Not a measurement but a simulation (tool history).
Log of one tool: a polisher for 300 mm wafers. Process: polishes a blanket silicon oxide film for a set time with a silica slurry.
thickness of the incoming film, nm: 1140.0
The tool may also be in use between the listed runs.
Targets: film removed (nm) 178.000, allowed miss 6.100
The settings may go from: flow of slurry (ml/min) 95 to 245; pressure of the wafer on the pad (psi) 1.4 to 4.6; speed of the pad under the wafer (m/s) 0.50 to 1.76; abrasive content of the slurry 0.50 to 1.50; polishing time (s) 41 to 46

| run | hour | flow of slurry (ml/min) | pressure of the wafer on the pad (psi) | speed of the pad under the wafer (m/s) | abrasive content of the slurry | polishing time (s) | film removed (nm) |
|---|---|---|---|---|---|---|---|
| 1 | 0.0 | 155 | 3.0 | 1.12 | 1.00 | 46 | 82.531 |
| 2 | 1.6 | 160 | 3.4 | 1.18 | 1.00 | 46 | 94.046 |
| 3 | 6.6 | 160 | 3.7 | 1.30 | 1.00 | 46 | 109.250 |
| 4 | 13.0 | 160 | 4.3 | 1.30 | 1.00 | 46 | 120.100 |
| 5 | 18.8 | 160 | 4.3 | 1.04 | 1.00 | 46 | 106.170 |
| 6 | 24.5 | 160 | 4.3 | 1.04 | 0.85 | 46 | 98.722 |
| 7 | 30.8 | 165 | 4.4 | 1.22 | 0.90 | 46 | 112.710 |
| 8 | 33.6 | 165 | 4.5 | 1.36 | 0.95 | 46 | 123.920 |
| 9 | 42.2 | 170 | 4.5 | 1.46 | 1.05 | 46 | 136.230 |
| 10 | 49.2 | 170 | 4.5 | 1.54 | 1.10 | 46 | 143.510 |
|  | 56.6 | conditioning disc replaced and pad reconditioned |
| 11 | 56.6 | 170 | 4.5 | 1.60 | 1.15 | 46 | 241.200 |
| 12 | 62.5 | 185 | 4.3 | 1.60 | 1.15 | 46 | 229.420 |
| 13 | 63.4 | 180 | 4.3 | 1.60 | 1.15 | 46 | 236.180 |
| 14 | 67.1 | 175 | 4.3 | 1.60 | 1.15 | 46 | 230.700 |
| 15 | 71.0 | 175 | 4.3 | 1.60 | 1.15 | 46 | 232.360 |
| 16 | 74.3 | 160 | 4.3 | 1.60 | 1.15 | 46 | 224.620 |
| 17 | 77.7 | 160 | 4.1 | 1.56 | 1.15 | 46 | 210.970 |
| 18 | 78.9 | 160 | 3.9 | 1.54 | 1.15 | 46 | 202.100 |
| 19 | 82.0 | 160 | 3.7 | 1.52 | 1.15 | 46 | 186.610 |

Which of these 5 next moves meets every target?
| A | 85.1 | 175 | 4.2 | 1.56 | 1.20 | 41 | ? |
| B | 85.1 | 150 | 4.0 | 1.56 | 0.95 | 46 | ? |
| C | 85.1 | 140 | 3.3 | 1.44 | 1.30 | 45 | ? |
| D | 85.1 | 125 | 3.6 | 1.50 | 1.10 | 45 | ? |
| E | 85.1 | 140 | 4.6 | 1.22 | 1.20 | 43 | ? |

| move | film removed (nm) |
|---|---|
| A | 202.350 |
| B | 191.340 |
| C | 163.000 |
| D | 167.500 |
| E | 182.990 |
A: further off than the last run
B: further off than the last run
C: takes the result that was furthest off past its target
D: takes the result that was furthest off past its target
E: meets every target
Answer: E

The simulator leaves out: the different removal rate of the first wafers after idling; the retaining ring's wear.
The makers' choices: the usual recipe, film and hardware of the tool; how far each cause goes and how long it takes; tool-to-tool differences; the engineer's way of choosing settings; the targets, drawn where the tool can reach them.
